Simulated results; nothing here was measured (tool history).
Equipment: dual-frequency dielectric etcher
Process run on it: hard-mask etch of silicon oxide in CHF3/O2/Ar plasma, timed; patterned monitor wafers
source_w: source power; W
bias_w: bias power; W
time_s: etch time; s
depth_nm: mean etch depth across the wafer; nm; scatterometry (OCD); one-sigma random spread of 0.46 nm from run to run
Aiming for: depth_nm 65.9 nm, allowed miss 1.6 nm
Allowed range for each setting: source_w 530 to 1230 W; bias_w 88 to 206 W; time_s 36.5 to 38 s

run	hour	source_w	bias_w	time_s	depth_nm
1	0	880	147	36.5	72.526
2	8.8	830	144	36.5	71.094
3	16.1	830	153	36.5	72.446
4	22	770	153	36.5	69.873
5	28.6	740	152	36.5	69.317
6	32.1	740	177	36.5	73.535
7	37.5	690	173	36.5	71.363
8	44.1	650	170	36.5	68.656

Below are 5 possible settings for the next run. Only one of them brings all results inside the allowed miss of their targets. Which is it?
A	50.7	690	175	37	?
B	50.7	740	143	37.5	?
C	50.7	710	168	37	?
D	50.7	800	164	36.5	?
E	50.7	540	168	37.5	?

move	depth_nm
A	72.766
B	69.589
C	72.321
D	73.999
E	65.864
A: misses by more than the last run did
B: misses by more than the last run did
C: misses by more than the last run did
D: misses by more than the last run did
E: every result within its allowed miss
E meets every target.
